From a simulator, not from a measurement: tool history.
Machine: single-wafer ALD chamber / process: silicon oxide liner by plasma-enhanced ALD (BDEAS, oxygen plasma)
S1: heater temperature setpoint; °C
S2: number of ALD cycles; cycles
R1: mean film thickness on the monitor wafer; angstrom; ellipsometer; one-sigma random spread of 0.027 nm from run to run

Run 1, hour 0.0: S1 315 °C, S2 85 cycles. Result: R1 71.049 angstrom.
Run 2, hour 8.9: S1 322 °C, S2 85 cycles. Result: R1 70.714 angstrom.
Run 3, hour 12.7: S1 330 °C, S2 85 cycles. Result: R1 70.184 angstrom.
Run 4, hour 15.4: S1 339 °C, S2 85 cycles. Result: R1 68.598 angstrom.
Run 5, hour 19.9: S1 339 °C, S2 80 cycles. Result: R1 64.274 angstrom.
Run 6, hour 28.0: S1 339 °C, S2 77 cycles. Result: R1 62.543 angstrom.
Run 7, hour 35.4: S1 339 °C, S2 74 cycles. Result: R1 59.449 angstrom.
Run 8, hour 42.3: S1 339 °C, S2 73 cycles. Result: R1 59.199 angstrom.

Run 9 has not been measured yet. What should we expect?
Run 9, hour 48.8: S1 339 °C, S2 73 cycles. Result: R1 ?.

R1: 59.371 angstrom
